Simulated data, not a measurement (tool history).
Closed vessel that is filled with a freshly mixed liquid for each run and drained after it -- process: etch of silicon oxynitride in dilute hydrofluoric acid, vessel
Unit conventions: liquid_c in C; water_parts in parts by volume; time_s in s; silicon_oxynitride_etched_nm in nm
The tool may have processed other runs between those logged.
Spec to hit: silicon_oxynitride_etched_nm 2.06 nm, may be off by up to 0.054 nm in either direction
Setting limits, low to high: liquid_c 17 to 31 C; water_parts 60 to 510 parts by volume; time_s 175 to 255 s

run	hour	liquid_c	water_parts	time_s	silicon_oxynitride_etched_nm
1	0	23	285	255	2.6907
2	4.9	21.5	285	255	2.5196
3	7	21.5	215	255	3.5315
4	13	21.5	215	175	2.4374
5	14.8	21.5	215	175	2.4146
6	19.2	21	215	175	2.3765
7	22.7	17	220	175	1.9142
8	26.4	17.5	220	175	1.9609

Pick the move, out of 4, that brings all results within their allowed miss; only one does.
A	30.1	17	230	180	?
B	30.1	17.5	230	185	?
C	30.1	17.5	270	235	?
D	30.1	17	235	180	?

move	silicon_oxynitride_etched_nm
A	1.8947
B	1.9935
C	2.1059
D	1.8488
A: lands further from the targets than the last run did
B: an improvement on the last run, though not all results are within tolerance
C: every result within its allowed miss
D: lands further from the targets than the last run did
C meets every target.
